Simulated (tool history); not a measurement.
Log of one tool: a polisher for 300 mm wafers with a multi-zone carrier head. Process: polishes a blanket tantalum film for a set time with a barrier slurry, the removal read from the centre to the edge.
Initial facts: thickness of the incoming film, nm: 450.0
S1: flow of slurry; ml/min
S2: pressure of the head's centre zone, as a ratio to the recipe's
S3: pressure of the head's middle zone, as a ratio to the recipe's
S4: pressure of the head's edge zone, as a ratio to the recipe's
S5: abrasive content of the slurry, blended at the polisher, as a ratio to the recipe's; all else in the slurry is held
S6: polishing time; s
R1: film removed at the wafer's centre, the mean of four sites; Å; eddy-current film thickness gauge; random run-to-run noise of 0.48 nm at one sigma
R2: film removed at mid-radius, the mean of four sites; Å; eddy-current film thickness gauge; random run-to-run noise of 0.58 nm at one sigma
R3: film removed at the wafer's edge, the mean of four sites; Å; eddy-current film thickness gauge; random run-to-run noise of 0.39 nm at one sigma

run	hour	S1	S2	S3	S4	S5	S6	R1	R2	R3
1	0.0	210	1.00	1.00	1.00	1.00	34	599.69	580.58	585.11
2	2.2	210	1.00	1.00	1.07	1.00	34	599.79	584.22	610.82
3	9.3	205	0.98	1.01	1.04	1.00	34	580.36	576.37	605.36
4	14.4	205	0.98	1.01	1.10	1.00	34	580.25	585.01	615.86
5	15.1	205	0.93	1.01	1.10	1.00	34	559.95	578.66	612.01
6	15.9	205	0.93	1.01	1.16	1.00	34	559.02	572.90	640.35
7	20.8	200	0.92	1.02	1.13	1.00	34	555.88	584.99	629.93
8	29.3	200	0.91	1.03	1.10	0.95	34	538.27	584.81	604.69
9	30.3	195	0.90	1.03	1.08	0.95	34	526.08	577.74	592.14
10	39.1	155	0.85	1.08	0.98	0.85	34	466.91	560.49	536.78
11	40.4	155	0.85	1.08	0.97	0.85	34	463.90	572.63	539.28
12	42.6	145	0.91	1.07	0.87	0.70	34	449.98	513.37	469.00
13	49.1	150	0.91	1.07	0.88	0.70	34	454.59	513.01	474.55
14	55.7	155	0.91	1.08	0.88	0.70	34	454.71	527.51	477.66
15	57.1	160	0.91	1.08	0.88	0.70	34	472.55	530.59	481.14
16	65.4	160	0.90	1.08	0.88	0.70	34	452.47	516.48	480.42
17	70.5	160	0.90	1.09	0.88	0.70	34	462.02	535.54	483.75
18	71.9	170	0.89	1.10	0.89	0.70	34	455.43	540.38	481.90

Forecast run 19:
19	75.5	170	0.89	1.10	0.89	0.70	34	?	?	?

R1: 464.16 Å
R2: 547.60 Å
R3: 490.86 Å
